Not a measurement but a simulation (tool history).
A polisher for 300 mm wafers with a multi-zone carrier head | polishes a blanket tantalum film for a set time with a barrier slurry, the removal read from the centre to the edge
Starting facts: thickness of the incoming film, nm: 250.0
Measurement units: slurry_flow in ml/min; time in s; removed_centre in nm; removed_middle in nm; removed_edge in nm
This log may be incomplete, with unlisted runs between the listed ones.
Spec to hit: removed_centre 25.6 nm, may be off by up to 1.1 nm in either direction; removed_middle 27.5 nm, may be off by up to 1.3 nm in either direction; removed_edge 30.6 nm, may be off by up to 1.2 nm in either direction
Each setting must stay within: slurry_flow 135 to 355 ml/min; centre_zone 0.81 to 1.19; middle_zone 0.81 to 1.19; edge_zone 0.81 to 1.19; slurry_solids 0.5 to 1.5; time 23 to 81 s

{"run": 1, "hour": 0.0, "slurry_flow": 225, "centre_zone": 1, "middle_zone": 1, "edge_zone": 1, "slurry_solids": 1, "time": 52, "removed_centre": 45.894, "removed_middle": 46.065, "removed_edge": 48.607}
{"run": 2, "hour": 1.9, "slurry_flow": 225, "centre_zone": 1, "middle_zone": 1.04, "edge_zone": 1, "slurry_solids": 1, "time": 52, "removed_centre": 45.121, "removed_middle": 47.561, "removed_edge": 48.856}
{"run": 3, "hour": 9.9, "slurry_flow": 220, "centre_zone": 0.97, "middle_zone": 1.01, "edge_zone": 0.99, "slurry_solids": 0.9, "time": 49, "removed_centre": 40.675, "removed_middle": 43.559, "removed_edge": 44.426}
{"run": 4, "hour": 16.1, "slurry_flow": 220, "centre_zone": 0.97, "middle_zone": 1.01, "edge_zone": 0.99, "slurry_solids": 0.75, "time": 49, "removed_centre": 39.427, "removed_middle": 41.944, "removed_edge": 43.609}
{"run": 5, "hour": 22.3, "slurry_flow": 220, "centre_zone": 0.92, "middle_zone": 1.01, "edge_zone": 0.99, "slurry_solids": 0.75, "time": 49, "removed_centre": 37.369, "removed_middle": 42.169, "removed_edge": 43.296}
{"run": 6, "hour": 27.5, "slurry_flow": 170, "centre_zone": 0.92, "middle_zone": 1.01, "edge_zone": 0.99, "slurry_solids": 0.75, "time": 49, "removed_centre": 35.513, "removed_middle": 39.526, "removed_edge": 41.801}
{"run": 7, "hour": 30.2, "slurry_flow": 170, "centre_zone": 0.92, "middle_zone": 1.01, "edge_zone": 0.99, "slurry_solids": 0.75, "time": 49, "removed_centre": 36.191, "removed_middle": 39.861, "removed_edge": 41.886}
{"run": 8, "hour": 31.2, "slurry_flow": 165, "centre_zone": 0.91, "middle_zone": 0.99, "edge_zone": 0.98, "slurry_solids": 0.7, "time": 46, "removed_centre": 32.941, "removed_middle": 36.727, "removed_edge": 37.705}
{"run": 9, "hour": 34.3, "slurry_flow": 160, "centre_zone": 0.9, "middle_zone": 0.96, "edge_zone": 0.99, "slurry_solids": 0.65, "time": 45, "removed_centre": 30.82, "removed_middle": 33.999, "removed_edge": 36.723}
{"run": 10, "hour": 36.7, "slurry_flow": 165, "centre_zone": 0.88, "middle_zone": 0.89, "edge_zone": 0.9, "slurry_solids": 0.5, "time": 39, "removed_centre": 25.021, "removed_middle": 26.504, "removed_edge": 29.542}

Which single option among these 5 for the next run brings every result within its allowed miss of target? Just one does.
{"run": "A", "hour": 39.1, "slurry_flow": 140, "centre_zone": 0.84, "middle_zone": 0.81, "edge_zone": 0.9, "slurry_solids": 0.75, "time": 39, "removed_centre": "?", "removed_middle": "?", "removed_edge": "?"}
{"run": "B", "hour": 39.1, "slurry_flow": 155, "centre_zone": 0.87, "middle_zone": 0.86, "edge_zone": 0.92, "slurry_solids": 0.5, "time": 39, "removed_centre": "?", "removed_middle": "?", "removed_edge": "?"}
{"run": "C", "hour": 39.1, "slurry_flow": 135, "centre_zone": 0.91, "middle_zone": 1, "edge_zone": 0.93, "slurry_solids": 0.55, "time": 38, "removed_centre": "?", "removed_middle": "?", "removed_edge": "?"}
{"run": "D", "hour": 39.1, "slurry_flow": 185, "centre_zone": 0.88, "middle_zone": 1.02, "edge_zone": 0.81, "slurry_solids": 0.55, "time": 38, "removed_centre": "?", "removed_middle": "?", "removed_edge": "?"}
{"run": "E", "hour": 39.1, "slurry_flow": 145, "centre_zone": 0.84, "middle_zone": 0.87, "edge_zone": 0.85, "slurry_solids": 0.8, "time": 39, "removed_centre": "?", "removed_middle": "?", "removed_edge": "?"}

move=A removed_centre=25.486 removed_middle=25.107 removed_edge=31.147
move=B removed_centre=25.158 removed_middle=25.117 removed_edge=29.748
move=C removed_centre=25.025 removed_middle=27.288 removed_edge=28.874
move=D removed_centre=26.231 removed_middle=29.721 removed_edge=28.484
move=E removed_centre=26.054 removed_middle=27.173 removed_edge=30.874
A: meets the target for the result that was furthest off, but another lies outside its allowed miss
B: meets the target for the result that was furthest off, but another lies outside its allowed miss
C: moves away from the targets compared with the last run
D: moves away from the targets compared with the last run
E: all results land within tolerance of their targets
Correct choice: E, which meets every target
